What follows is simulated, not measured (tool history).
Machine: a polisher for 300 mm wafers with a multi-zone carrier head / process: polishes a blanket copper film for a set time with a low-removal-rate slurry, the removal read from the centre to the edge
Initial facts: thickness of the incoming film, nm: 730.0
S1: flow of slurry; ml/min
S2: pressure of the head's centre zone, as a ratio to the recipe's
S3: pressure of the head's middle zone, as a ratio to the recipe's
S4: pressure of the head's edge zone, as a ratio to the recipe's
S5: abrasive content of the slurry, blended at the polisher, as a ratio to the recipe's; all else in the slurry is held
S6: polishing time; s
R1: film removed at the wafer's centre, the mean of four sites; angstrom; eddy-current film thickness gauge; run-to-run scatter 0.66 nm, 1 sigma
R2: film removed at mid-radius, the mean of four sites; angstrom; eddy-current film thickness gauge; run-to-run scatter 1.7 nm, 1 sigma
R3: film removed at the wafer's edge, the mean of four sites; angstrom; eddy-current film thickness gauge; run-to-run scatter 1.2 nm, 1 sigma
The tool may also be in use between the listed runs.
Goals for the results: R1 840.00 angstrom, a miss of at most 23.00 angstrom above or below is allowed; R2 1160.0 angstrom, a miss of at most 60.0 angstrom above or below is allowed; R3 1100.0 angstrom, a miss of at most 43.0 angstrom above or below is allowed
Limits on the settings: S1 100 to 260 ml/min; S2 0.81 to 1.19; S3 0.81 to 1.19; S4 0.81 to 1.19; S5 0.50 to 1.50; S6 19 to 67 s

run  hour   S1    S2    S3    S4    S5  S6       R1      R2      R3
  1   0.0  165  1.00  1.00  1.00  1.00  43  1352.80  1428.2  1396.0
  2   4.1  165  1.08  1.00  1.00  1.00  43  1467.40  1432.2  1397.3
  3  10.4  155  1.02  1.02  1.01  0.90  42  1323.50  1359.8  1352.5
  4  17.4  155  1.02  1.02  0.96  0.90  42  1307.50  1371.6  1347.5
  5  24.5  155  0.98  1.05  0.95  0.85  40  1220.00  1340.0  1246.0
  6  28.0  140  0.94  1.07  1.01  0.85  38  1063.90  1277.5  1171.9
  7  33.3  130  0.91  1.06  1.02  0.85  38  1028.90  1275.6  1209.8
  8  39.8  125  0.89  1.06  1.02  0.80  37   958.49  1185.5  1160.6
  9  41.5  125  0.87  1.07  1.02  0.75  37   931.85  1187.3  1131.7
 10  48.0  120  0.86  1.07  1.02  0.75  37   903.57  1196.8  1110.8
 11  56.7  115  0.85  1.07  1.02  0.75  37   886.50  1156.8  1119.4
 12  58.4  115  0.84  1.08  1.02  0.75  37   883.80  1181.0  1138.5
 13  65.3  115  0.83  1.08  1.02  0.75  37   861.22  1176.8  1114.6

Next run, 5 choices. One meets every target within its allowed miss, the rest don't. Which?
  A  72.2  140  0.83  0.98  1.05  0.85  37   ?   ?   ?
  B  72.2  135  0.84  1.05  0.97  0.60  39   ?   ?   ?
  C  72.2  115  0.83  1.07  1.06  0.85  37   ?   ?   ?
  D  72.2  100  0.87  1.16  1.10  0.80  35   ?   ?   ?
  E  72.2  125  0.83  1.15  0.98  0.75  37   ?   ?   ?

move      R1      R2      R3
   A  918.38  1147.4  1206.3
   B  922.21  1207.2  1153.0
   C  882.23  1192.3  1180.1
   D  839.43  1163.1  1102.8
   E  880.82  1263.1  1124.4
A: moves away from the targets compared with the last run
B: moves away from the targets compared with the last run
C: moves away from the targets compared with the last run
D: in spec on every target
E: moves away from the targets compared with the last run
Answer: D
